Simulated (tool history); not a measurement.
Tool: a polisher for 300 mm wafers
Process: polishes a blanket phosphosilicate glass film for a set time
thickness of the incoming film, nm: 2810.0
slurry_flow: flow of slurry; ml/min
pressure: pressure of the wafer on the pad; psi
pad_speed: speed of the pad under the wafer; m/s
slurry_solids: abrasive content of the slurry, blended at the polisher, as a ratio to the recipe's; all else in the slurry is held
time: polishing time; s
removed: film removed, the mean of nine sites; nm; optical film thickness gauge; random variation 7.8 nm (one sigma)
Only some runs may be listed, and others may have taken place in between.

run,hour,slurry_flow,pressure,pad_speed,slurry_solids,time,removed
1,0,140,3.6,1,1,78,637.68
2,4.5,150,3.8,1,1,78,672.58
3,7.8,150,4,1,1,78,707.15
4,8.8,150,4.2,1,1,78,752.61
5,13.5,150,4.2,1,0.85,78,703.25
6,21.5,150,4.2,1,0.95,78,722.79

Run 7 is up next; what results do you expect?
7,22.1,155,4.3,1,0.95,78,?

Run 7 produced removed 752.43 nm.

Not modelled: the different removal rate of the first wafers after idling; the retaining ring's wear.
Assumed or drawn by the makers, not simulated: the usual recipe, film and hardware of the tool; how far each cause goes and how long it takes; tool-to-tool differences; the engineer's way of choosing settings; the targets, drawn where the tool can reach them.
